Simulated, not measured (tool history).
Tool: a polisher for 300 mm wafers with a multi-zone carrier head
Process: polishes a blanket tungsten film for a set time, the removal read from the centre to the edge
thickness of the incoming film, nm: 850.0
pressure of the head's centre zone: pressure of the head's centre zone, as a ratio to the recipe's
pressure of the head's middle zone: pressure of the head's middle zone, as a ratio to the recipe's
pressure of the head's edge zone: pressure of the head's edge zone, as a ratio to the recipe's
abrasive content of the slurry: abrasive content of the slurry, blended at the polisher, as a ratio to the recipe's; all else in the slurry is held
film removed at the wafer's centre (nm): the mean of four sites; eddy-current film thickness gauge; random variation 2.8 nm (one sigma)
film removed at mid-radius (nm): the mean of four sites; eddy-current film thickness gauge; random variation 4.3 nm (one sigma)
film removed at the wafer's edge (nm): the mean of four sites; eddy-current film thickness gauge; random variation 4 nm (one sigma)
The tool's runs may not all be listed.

| run | hour | flow of slurry (ml/min) | pressure of the head's centre zone | pressure of the head's middle zone | pressure of the head's edge zone | abrasive content of the slurry | polishing time (s) | film removed at the wafer's centre (nm) | film removed at mid-radius (nm) | film removed at the wafer's edge (nm) |
|---|---|---|---|---|---|---|---|---|---|---|
| 1 | 0.0 | 260 | 1.00 | 1.00 | 1.00 | 1.0 | 43 | 291.11 | 318.57 | 327.26 |
| 2 | 2.5 | 260 | 1.00 | 0.95 | 1.00 | 1.0 | 43 | 289.71 | 310.56 | 330.20 |
| 3 | 8.6 | 260 | 1.00 | 0.95 | 1.00 | 1.0 | 39 | 263.54 | 278.33 | 292.44 |
| 4 | 14.6 | 260 | 1.00 | 0.89 | 1.00 | 1.0 | 39 | 263.32 | 259.96 | 296.98 |
| 5 | 22.5 | 260 | 1.05 | 0.89 | 1.00 | 1.0 | 39 | 271.64 | 263.88 | 296.78 |
| 6 | 29.0 | 260 | 1.05 | 0.92 | 1.00 | 1.0 | 39 | 273.17 | 276.79 | 294.56 |
| 7 | 35.1 | 295 | 1.08 | 0.89 | 0.97 | 1.1 | 39 | 288.56 | 272.84 | 308.47 |
| 8 | 37.0 | 270 | 1.11 | 0.87 | 0.93 | 1.1 | 41 | 309.07 | 275.12 | 317.18 |
| 9 | 42.6 | 240 | 1.13 | 0.87 | 0.90 | 1.1 | 42 | 318.09 | 279.78 | 311.40 |

The next listed run, before its measurement:
| 10 | 43.7 | 240 | 1.13 | 0.87 | 0.90 | 1.1 | 42 | ? | ? | ? |

Run 10 gave film removed at the wafer's centre (nm) 320.53, film removed at mid-radius (nm) 275.79, film removed at the wafer's edge (nm) 313.78.

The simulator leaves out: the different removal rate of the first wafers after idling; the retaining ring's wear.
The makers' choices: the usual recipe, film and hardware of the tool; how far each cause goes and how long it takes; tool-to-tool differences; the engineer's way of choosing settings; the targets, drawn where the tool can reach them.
